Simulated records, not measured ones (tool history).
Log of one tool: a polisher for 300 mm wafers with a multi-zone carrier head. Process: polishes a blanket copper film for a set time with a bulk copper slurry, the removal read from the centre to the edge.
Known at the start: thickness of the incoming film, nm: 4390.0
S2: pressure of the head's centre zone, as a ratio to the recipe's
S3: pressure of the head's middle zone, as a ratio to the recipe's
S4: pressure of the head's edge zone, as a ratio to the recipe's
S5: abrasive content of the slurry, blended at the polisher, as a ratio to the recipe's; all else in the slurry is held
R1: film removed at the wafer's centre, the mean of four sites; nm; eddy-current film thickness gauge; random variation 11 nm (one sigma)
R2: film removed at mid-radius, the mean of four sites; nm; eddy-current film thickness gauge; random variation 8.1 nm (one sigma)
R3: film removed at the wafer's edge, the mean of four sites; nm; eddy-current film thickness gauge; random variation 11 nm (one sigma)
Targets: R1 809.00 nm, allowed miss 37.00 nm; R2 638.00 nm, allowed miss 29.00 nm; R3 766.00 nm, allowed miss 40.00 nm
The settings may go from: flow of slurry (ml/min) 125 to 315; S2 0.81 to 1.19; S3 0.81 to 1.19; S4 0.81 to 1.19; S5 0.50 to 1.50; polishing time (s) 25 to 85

run 1 hour=0.0 | flow_of_slurry_(ml/min)=205 S2=1.00 S3=1.00 S4=1.00 S5=1.00 polishing_time_(s)=55 | R1=542.15 R2=518.74 R3=504.04
run 2 hour=1.5 | flow_of_slurry_(ml/min)=205 S2=1.06 S3=1.00 S4=1.00 S5=1.00 polishing_time_(s)=55 | R1=555.51 R2=526.38 R3=522.32
run 3 hour=10.0 | flow_of_slurry_(ml/min)=210 S2=1.08 S3=0.97 S4=1.01 S5=1.10 polishing_time_(s)=57 | R1=615.20 R2=558.39 R3=558.30
run 4 hour=18.1 | flow_of_slurry_(ml/min)=210 S2=1.14 S3=0.97 S4=1.01 S5=1.10 polishing_time_(s)=57 | R1=637.32 R2=554.60 R3=566.02
run 5 hour=22.4 | flow_of_slurry_(ml/min)=205 S2=1.14 S3=0.95 S4=1.04 S5=1.15 polishing_time_(s)=58 | R1=671.26 R2=548.46 R3=577.67
run 6 hour=28.0 | flow_of_slurry_(ml/min)=210 S2=1.09 S3=0.93 S4=1.07 S5=1.20 polishing_time_(s)=60 | R1=670.72 R2=570.70 R3=629.42
run 7 hour=29.3 | flow_of_slurry_(ml/min)=215 S2=1.10 S3=0.93 S4=1.09 S5=1.25 polishing_time_(s)=60 | R1=683.04 R2=593.18 R3=634.80
run 8 hour=31.3 | flow_of_slurry_(ml/min)=215 S2=1.11 S3=0.91 S4=1.10 S5=1.30 polishing_time_(s)=61 | R1=704.17 R2=591.17 R3=663.35
run 9 hour=35.6 | flow_of_slurry_(ml/min)=220 S2=1.12 S3=0.90 S4=1.11 S5=1.35 polishing_time_(s)=61 | R1=714.69 R2=597.93 R3=679.63
run 10 hour=43.2 | flow_of_slurry_(ml/min)=225 S2=1.13 S3=0.89 S4=1.12 S5=1.40 polishing_time_(s)=61 | R1=731.10 R2=586.68 R3=701.01
run 11 hour=49.6 | flow_of_slurry_(ml/min)=230 S2=1.14 S3=0.90 S4=1.13 S5=1.40 polishing_time_(s)=61 | R1=750.91 R2=599.87 R3=698.49

5 next moves are on the table. One of them brings every result within its allowed miss. Which?
run A hour=56.0 | flow_of_slurry_(ml/min)=270 S2=1.19 S3=0.86 S4=1.17 S5=1.50 polishing_time_(s)=70 | R1=? R2=? R3=?
run B hour=56.0 | flow_of_slurry_(ml/min)=230 S2=1.17 S3=0.88 S4=1.08 S5=1.35 polishing_time_(s)=61 | R1=? R2=? R3=?
run C hour=56.0 | flow_of_slurry_(ml/min)=235 S2=1.16 S3=0.86 S4=1.10 S5=1.40 polishing_time_(s)=62 | R1=? R2=? R3=?
run D hour=56.0 | flow_of_slurry_(ml/min)=205 S2=1.18 S3=0.81 S4=1.18 S5=1.50 polishing_time_(s)=71 | R1=? R2=? R3=?
run E hour=56.0 | flow_of_slurry_(ml/min)=215 S2=1.15 S3=0.87 S4=1.16 S5=1.45 polishing_time_(s)=65 | R1=? R2=? R3=?

move=A R1=934.36 R2=713.98 R3=834.38
move=B R1=763.81 R2=604.17 R3=667.58
move=C R1=781.49 R2=610.61 R3=693.74
move=D R1=908.67 R2=668.27 R3=830.95
move=E R1=812.66 R2=646.18 R3=749.19
A: takes the result that was furthest off past its target
B: further off than the last run
C: further off than the last run
D: takes the result that was furthest off past its target
E: meets every target
The right move is E.
